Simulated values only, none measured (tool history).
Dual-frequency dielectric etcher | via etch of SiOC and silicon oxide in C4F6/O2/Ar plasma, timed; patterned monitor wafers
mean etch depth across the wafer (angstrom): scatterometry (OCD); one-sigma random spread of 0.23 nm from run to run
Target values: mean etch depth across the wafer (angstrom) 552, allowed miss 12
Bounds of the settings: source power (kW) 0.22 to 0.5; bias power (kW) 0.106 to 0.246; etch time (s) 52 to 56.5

| run | hour | source power (kW) | bias power (kW) | etch time (s) | mean etch depth across the wafer (angstrom) |
|---|---|---|---|---|---|
| 1 | 0 | 0.36 | 0.176 | 56.5 | 641.44 |
| 2 | 7.5 | 0.33 | 0.172 | 56.5 | 620.44 |
| 3 | 9.3 | 0.31 | 0.167 | 56.5 | 595.95 |
| 4 | 11.4 | 0.31 | 0.153 | 56.5 | 585.69 |
| 5 | 14.4 | 0.31 | 0.182 | 56.5 | 613.14 |
| 6 | 20 | 0.29 | 0.179 | 56.5 | 597.84 |
| 7 | 25.3 | 0.27 | 0.177 | 56.5 | 583.34 |
| 8 | 29.9 | 0.22 | 0.17 | 56.5 | 534.72 |

Consider the 5 candidate settings below. Which is the only one whose results all fall within their allowed miss of target?
| A | 34.5 | 0.22 | 0.169 | 54.5 | ? |
| B | 34.5 | 0.23 | 0.175 | 53.5 | ? |
| C | 34.5 | 0.28 | 0.174 | 53 | ? |
| D | 34.5 | 0.23 | 0.16 | 55.5 | ? |
| E | 34.5 | 0.25 | 0.167 | 53.5 | ? |

| move | mean etch depth across the wafer (angstrom) |
|---|---|
| A | 520.21 |
| B | 523.37 |
| C | 553.73 |
| D | 529.87 |
| E | 531.59 |
A: lands further from the targets than the last run did
B: lands further from the targets than the last run did
C: all results land within tolerance of their targets
D: lands further from the targets than the last run did
E: lands further from the targets than the last run did
Correct choice: C, which meets every target

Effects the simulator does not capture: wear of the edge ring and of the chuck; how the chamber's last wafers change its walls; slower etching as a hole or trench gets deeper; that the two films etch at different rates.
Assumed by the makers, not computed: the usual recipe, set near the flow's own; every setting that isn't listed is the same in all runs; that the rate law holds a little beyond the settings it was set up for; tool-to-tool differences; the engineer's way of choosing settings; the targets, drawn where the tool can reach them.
